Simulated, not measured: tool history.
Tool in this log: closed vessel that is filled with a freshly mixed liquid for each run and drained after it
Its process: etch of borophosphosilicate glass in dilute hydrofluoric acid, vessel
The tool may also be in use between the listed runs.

| run | hour | temperature setpoint of the liquid (C) | parts of water to one part of 49 % hydrofluoric acid (parts by volume) | time in the liquid (s) | thickness taken off the borophosphosilicate glass on a monitor wafer (Å) |
|---|---|---|---|---|---|
| 1 | 0 | 21 | 150 | 430 | 743.65 |
| 2 | 1.9 | 21 | 150 | 460 | 792.58 |
| 3 | 10.4 | 22.5 | 150 | 460 | 832.25 |
| 4 | 15.2 | 20.5 | 150 | 460 | 780.37 |
| 5 | 17.8 | 21.5 | 150 | 460 | 809.51 |
| 6 | 23.1 | 18.5 | 150 | 460 | 719.56 |
| 7 | 27.1 | 20 | 150 | 460 | 766.67 |
| 8 | 33.3 | 21.5 | 150 | 460 | 808.86 |
| 9 | 40.9 | 25.5 | 145 | 460 | 982.54 |
| 10 | 42.4 | 26 | 145 | 460 | 997.49 |

Estimate the outcome of run 11 from the log above:
| 11 | 47.6 | 26.5 | 145 | 460 | ? |

Run 11 produced thickness taken off the borophosphosilicate glass on a monitor wafer (Å) 1023.5.

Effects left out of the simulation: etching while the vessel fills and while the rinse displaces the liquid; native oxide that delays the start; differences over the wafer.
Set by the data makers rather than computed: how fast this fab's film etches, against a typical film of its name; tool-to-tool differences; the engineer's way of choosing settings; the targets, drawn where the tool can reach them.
